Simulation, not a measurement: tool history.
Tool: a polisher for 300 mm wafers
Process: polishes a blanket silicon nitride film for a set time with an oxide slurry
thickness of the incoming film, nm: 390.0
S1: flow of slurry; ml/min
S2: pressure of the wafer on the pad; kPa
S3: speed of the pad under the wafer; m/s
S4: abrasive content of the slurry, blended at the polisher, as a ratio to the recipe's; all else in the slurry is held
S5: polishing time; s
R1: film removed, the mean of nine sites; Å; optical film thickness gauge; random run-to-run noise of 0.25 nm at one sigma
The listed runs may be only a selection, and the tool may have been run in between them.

run 1 day=0 | S1=175 S2=21.4 S3=1.04 S4=1 S5=53 | R1=269.53
run 2 day=0.183 | S1=175 S2=21.4 S3=1.04 S4=1 S5=56 | R1=293.66
run 3 day=0.208 | S1=175 S2=20 S3=1.04 S4=1 S5=56 | R1=274.06
run 4 day=0.375 | S1=175 S2=24.1 S3=1.04 S4=1 S5=56 | R1=324.73
run 5 day=0.646 | S1=175 S2=24.1 S3=1.22 S4=1 S5=56 | R1=376.58
run 6 day=0.838 | S1=175 S2=24.1 S3=1.34 S4=1 S5=56 | R1=397.84
run 7 day=1.038 | S1=175 S2=21.4 S3=1.3 S4=1 S5=56 | R1=343.48
run 8 day=1.258 | S1=175 S2=19.3 S3=1.28 S4=1 S5=56 | R1=305.86
run 9 day=1.433 | S1=175 S2=17.9 S3=1.26 S4=1 S5=56 | R1=291.21

What does the tool deliver on the next run?
run 10 day=1.625 | S1=175 S2=16.5 S3=1.24 S4=1 S5=56 | R1=?

R1: 266.73 Å

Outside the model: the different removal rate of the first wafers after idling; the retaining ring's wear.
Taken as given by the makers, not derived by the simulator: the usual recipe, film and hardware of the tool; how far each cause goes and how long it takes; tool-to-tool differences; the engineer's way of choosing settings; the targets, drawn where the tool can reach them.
